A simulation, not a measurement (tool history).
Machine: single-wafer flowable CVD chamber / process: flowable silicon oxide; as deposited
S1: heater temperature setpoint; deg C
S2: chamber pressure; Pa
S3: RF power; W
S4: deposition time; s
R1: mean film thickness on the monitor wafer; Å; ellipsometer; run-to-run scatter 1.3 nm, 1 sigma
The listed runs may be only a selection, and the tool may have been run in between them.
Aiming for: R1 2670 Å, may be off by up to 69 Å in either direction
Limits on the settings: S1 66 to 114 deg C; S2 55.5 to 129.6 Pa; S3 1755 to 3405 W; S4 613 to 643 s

run	hour	S1	S2	S3	S4	R1
1	0	90	92.5	2580	643	4300.5
2	1	93	92.4	2580	643	3824.2
3	2.1	95	92.4	2580	643	3603.4
4	7.4	95	92.4	2580	613	3431.5
5	10.2	97	92.4	2580	613	3178.5
6	14	98	92.4	2580	613	3064.4
7	18.8	98	92.4	2580	613	3100
8	21.8	99	92.4	2580	613	2958.7
9	26.2	103	92.3	2580	613	2568.3

Next run, 4 choices. One meets every target within its allowed miss, the rest don't. Which?
A	30.6	103	87.2	2695	643	?
B	30.6	103	85.6	2760	641	?
C	30.6	102	83.6	2480	613	?
D	30.6	101	85.2	2440	643	?

move	R1
A	2547.8
B	2502
C	2390.6
D	2639.4
A: further off than the last run
B: further off than the last run
C: further off than the last run
D: every result within its allowed miss
D is the move that brings every result within its allowed miss.
